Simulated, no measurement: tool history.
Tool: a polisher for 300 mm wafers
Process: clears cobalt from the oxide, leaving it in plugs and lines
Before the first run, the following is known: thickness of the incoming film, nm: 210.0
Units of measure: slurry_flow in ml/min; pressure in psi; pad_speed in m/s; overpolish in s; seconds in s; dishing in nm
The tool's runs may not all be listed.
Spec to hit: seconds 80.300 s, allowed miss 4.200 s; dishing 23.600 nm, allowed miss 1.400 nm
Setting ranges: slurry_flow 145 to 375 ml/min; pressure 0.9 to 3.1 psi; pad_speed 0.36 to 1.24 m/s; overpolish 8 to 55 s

run  hour  slurry_flow  pressure  pad_speed  overpolish  seconds  dishing
  1   0.0          240       2.0       0.80          28   53.250   62.602
  2   1.4          240       2.0       0.80          22   52.193   54.996
  3   5.2          235       1.8       0.80          20   56.518   49.364
  4   8.5          220       1.6       0.80          18   62.659   44.151
  5  14.0          205       1.5       0.80          16   64.559   41.194
  6  17.4          195       1.4       0.80          15   67.121   37.560
  7  25.5          185       1.3       0.80          14   71.121   33.115
  8  28.7          180       1.2       0.80          13   73.484   31.106
  9  30.3          145       0.9       0.82           8   85.436   18.219
 10  38.8          210       1.0       0.82           9   80.402   21.709
 11  45.5          210       1.0       0.82           9   77.907   21.991
 12  50.4          210       0.9       0.82          15   80.440   32.239
 13  56.4          210       0.9       0.82          14   81.110   30.165
 14  60.9          210       0.9       0.82          13   83.833   29.226
 15  63.5          200       0.9       0.82           8   82.063   18.521

5 candidate next runs follow, results not yet known. Just one meets every target within its allowed miss. Identify it.
  A  66.1          145       0.9       0.92           8        ?        ?
  B  66.1          215       1.2       0.72          10        ?        ?
  C  66.1          205       0.9       0.82           9        ?        ?
  D  66.1          255       1.1       0.72           8        ?        ?
  E  66.1          155       1.0       0.82          12        ?        ?

move  seconds  dishing
   A   77.267   19.972
   B   79.114   23.678
   C   81.678   21.081
   D   81.250   19.128
   E   80.697   27.069
A: gains on the last run, yet a result remains outside its allowed miss
B: each result inside its tolerance
C: gains on the last run, yet a result remains outside its allowed miss
D: gains on the last run, yet a result remains outside its allowed miss
E: takes the result that was furthest off past its target
Go with B: it meets all targets.

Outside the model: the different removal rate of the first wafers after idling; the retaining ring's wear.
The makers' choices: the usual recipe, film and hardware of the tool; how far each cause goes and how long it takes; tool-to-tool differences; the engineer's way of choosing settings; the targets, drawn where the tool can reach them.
